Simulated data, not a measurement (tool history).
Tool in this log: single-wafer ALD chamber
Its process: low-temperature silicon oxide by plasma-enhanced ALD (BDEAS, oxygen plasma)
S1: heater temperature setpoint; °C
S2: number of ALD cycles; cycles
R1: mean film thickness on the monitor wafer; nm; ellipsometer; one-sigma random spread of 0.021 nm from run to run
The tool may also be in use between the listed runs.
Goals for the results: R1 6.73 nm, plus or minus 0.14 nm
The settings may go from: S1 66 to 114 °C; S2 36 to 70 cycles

Run 1, hour 0: S1 90 °C, S2 53 cycles. Result: R1 7.4109 nm.
Run 2, hour 6.1: S1 93 °C, S2 52 cycles. Result: R1 7.1294 nm.
Run 3, hour 13.8: S1 95 °C, S2 52 cycles. Result: R1 7.1293 nm.
Run 4, hour 14.6: S1 97 °C, S2 52 cycles. Result: R1 7.0717 nm.
Run 5, hour 21.7: S1 91 °C, S2 52 cycles. Result: R1 7.2587 nm.
Run 6, hour 24.2: S1 91 °C, S2 46 cycles. Result: R1 6.3908 nm.
Run 7, hour 25.2: S1 89 °C, S2 46 cycles. Result: R1 6.4567 nm.
Run 8, hour 30.2: S1 89 °C, S2 46 cycles. Result: R1 6.4165 nm.
Run 9, hour 35.3: S1 88 °C, S2 46 cycles. Result: R1 6.4608 nm.
Run 10, hour 39.5: S1 87 °C, S2 46 cycles. Result: R1 6.5158 nm.
Run 11, hour 45.6: S1 86 °C, S2 46 cycles. Result: R1 6.5325 nm.

Which single option among these 4 for the next run brings every result within its allowed miss of target? Just one does.
Run A, hour 51.7: S1 79 °C, S2 43 cycles. Result: R1 ?.
Run B, hour 51.7: S1 82 °C, S2 45 cycles. Result: R1 ?.
Run C, hour 51.7: S1 88 °C, S2 45 cycles. Result: R1 ?.
Run D, hour 51.7: S1 95 °C, S2 49 cycles. Result: R1 ?.

move      R1
   A  6.2385
   B  6.4541
   C   6.305
   D  6.6761
A: further off than the last run
B: further off than the last run
C: further off than the last run
D: all results land within tolerance of their targets
So the answer is move D, the one that meets all the targets.
